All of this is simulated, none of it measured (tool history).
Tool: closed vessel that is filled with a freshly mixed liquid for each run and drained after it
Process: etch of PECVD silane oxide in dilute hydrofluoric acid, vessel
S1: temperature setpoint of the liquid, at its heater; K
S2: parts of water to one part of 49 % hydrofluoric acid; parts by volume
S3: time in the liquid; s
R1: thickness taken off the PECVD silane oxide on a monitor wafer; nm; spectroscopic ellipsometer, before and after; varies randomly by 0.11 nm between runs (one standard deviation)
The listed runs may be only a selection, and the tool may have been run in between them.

Run 1, hour 0: S1 294.15 K, S2 60 parts by volume, S3 30 s. Result: R1 12.533 nm.
Run 2, hour 9.2: S1 295.65 K, S2 60 parts by volume, S3 30 s. Result: R1 13.285 nm.
Run 3, hour 17.2: S1 297.15 K, S2 60 parts by volume, S3 30 s. Result: R1 14.187 nm.
Run 4, hour 25.3: S1 297.15 K, S2 60 parts by volume, S3 30 s. Result: R1 14.256 nm.
Run 5, hour 31.3: S1 294.15 K, S2 60 parts by volume, S3 30 s. Result: R1 12.489 nm.
Run 6, hour 37.1: S1 294.15 K, S2 45 parts by volume, S3 30 s. Result: R1 17.017 nm.
Run 7, hour 46.1: S1 294.15 K, S2 45 parts by volume, S3 30 s. Result: R1 16.954 nm.
Run 8, hour 48.2: S1 295.15 K, S2 45 parts by volume, S3 30 s. Result: R1 17.857 nm.
Run 9, hour 51.9: S1 295.65 K, S2 45 parts by volume, S3 30 s. Result: R1 18.16 nm.
Run 10, hour 54.6: S1 296.15 K, S2 45 parts by volume, S3 30 s. Result: R1 18.623 nm.
Run 11, hour 59.2: S1 296.65 K, S2 45 parts by volume, S3 30 s. Result: R1 18.995 nm.
Run 12, hour 62.5: S1 297.15 K, S2 45 parts by volume, S3 30 s. Result: R1 19.366 nm.
Run 13, hour 68.8: S1 297.65 K, S2 45 parts by volume, S3 30 s. Result: R1 19.779 nm.
Run 14, hour 74.2: S1 298.15 K, S2 45 parts by volume, S3 30 s. Result: R1 20.147 nm.
At hour 77.2: hydrofluoric acid flow meter replaced.
Run 15, hour 77.2: S1 298.65 K, S2 45 parts by volume, S3 30 s. Result: R1 22.689 nm.

Run 16 is up next; what results do you expect?
Run 16, hour 86.4: S1 297.15 K, S2 45 parts by volume, S3 30 s. Result: R1 ?.

Logged for run 16: R1 21.321 nm.

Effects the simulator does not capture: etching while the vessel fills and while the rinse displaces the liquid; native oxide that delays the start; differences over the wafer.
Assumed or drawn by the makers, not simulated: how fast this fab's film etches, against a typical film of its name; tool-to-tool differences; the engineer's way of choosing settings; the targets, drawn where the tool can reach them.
